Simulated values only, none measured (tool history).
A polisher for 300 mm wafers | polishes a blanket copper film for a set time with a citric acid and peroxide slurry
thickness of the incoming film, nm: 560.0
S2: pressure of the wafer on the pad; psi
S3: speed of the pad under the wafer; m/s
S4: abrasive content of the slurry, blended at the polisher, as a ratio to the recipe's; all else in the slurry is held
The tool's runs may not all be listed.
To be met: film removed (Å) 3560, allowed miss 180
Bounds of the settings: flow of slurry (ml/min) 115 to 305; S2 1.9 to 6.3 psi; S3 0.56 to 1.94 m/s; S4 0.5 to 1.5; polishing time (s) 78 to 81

{"run": 1, "hour": 0.0, "flow of slurry (ml/min)": 195, "S2": 4.1, "S3": 1.24, "S4": 1, "polishing time (s)": 78, "film removed (Å)": 2320.8}
{"run": 2, "hour": 4.9, "flow of slurry (ml/min)": 195, "S2": 4.5, "S3": 1.26, "S4": 1, "polishing time (s)": 78, "film removed (Å)": 2644.8}
{"run": 3, "hour": 9.0, "flow of slurry (ml/min)": 195, "S2": 4.8, "S3": 1.26, "S4": 1, "polishing time (s)": 78, "film removed (Å)": 2796.9}
{"run": 4, "hour": 12.8, "flow of slurry (ml/min)": 195, "S2": 5.1, "S3": 1.26, "S4": 1, "polishing time (s)": 78, "film removed (Å)": 3063.6}
{"run": 5, "hour": 21.2, "flow of slurry (ml/min)": 195, "S2": 5.1, "S3": 1.04, "S4": 1, "polishing time (s)": 78, "film removed (Å)": 2683.2}
{"run": 6, "hour": 24.4, "flow of slurry (ml/min)": 195, "S2": 5.1, "S3": 1.04, "S4": 1, "polishing time (s)": 78, "film removed (Å)": 2670.6}
{"run": 7, "hour": 26.0, "flow of slurry (ml/min)": 195, "S2": 5.4, "S3": 1.04, "S4": 1, "polishing time (s)": 78, "film removed (Å)": 2741}
{"run": 8, "hour": 32.8, "flow of slurry (ml/min)": 195, "S2": 5.6, "S3": 1.06, "S4": 1, "polishing time (s)": 78, "film removed (Å)": 2862.6}
{"run": 9, "hour": 35.4, "flow of slurry (ml/min)": 195, "S2": 5.8, "S3": 1.1, "S4": 1, "polishing time (s)": 78, "film removed (Å)": 3076}

5 next moves are on the table. One of them brings every result within its allowed miss. Which?
{"run": "A", "hour": 38.0, "flow of slurry (ml/min)": 170, "S2": 6.3, "S3": 1.22, "S4": 0.85, "polishing time (s)": 81, "film removed (Å)": "?"}
{"run": "B", "hour": 38.0, "flow of slurry (ml/min)": 195, "S2": 5.4, "S3": 0.8, "S4": 1.05, "polishing time (s)": 81, "film removed (Å)": "?"}
{"run": "C", "hour": 38.0, "flow of slurry (ml/min)": 255, "S2": 6, "S3": 1.02, "S4": 1.15, "polishing time (s)": 78, "film removed (Å)": "?"}
{"run": "D", "hour": 38.0, "flow of slurry (ml/min)": 220, "S2": 5.7, "S3": 0.8, "S4": 0.9, "polishing time (s)": 78, "film removed (Å)": "?"}
{"run": "E", "hour": 38.0, "flow of slurry (ml/min)": 180, "S2": 5.2, "S3": 1.4, "S4": 0.8, "polishing time (s)": 78, "film removed (Å)": "?"}

move=A film_removed_(Å)=3516.3
move=B film_removed_(Å)=2381.2
move=C film_removed_(Å)=3158.3
move=D film_removed_(Å)=2380.1
move=E film_removed_(Å)=3107.1
A: meets every target
B: further off than the last run
C: nearer than the last run, and not there yet
D: further off than the last run
E: nearer than the last run, and not there yet
The right move is A.

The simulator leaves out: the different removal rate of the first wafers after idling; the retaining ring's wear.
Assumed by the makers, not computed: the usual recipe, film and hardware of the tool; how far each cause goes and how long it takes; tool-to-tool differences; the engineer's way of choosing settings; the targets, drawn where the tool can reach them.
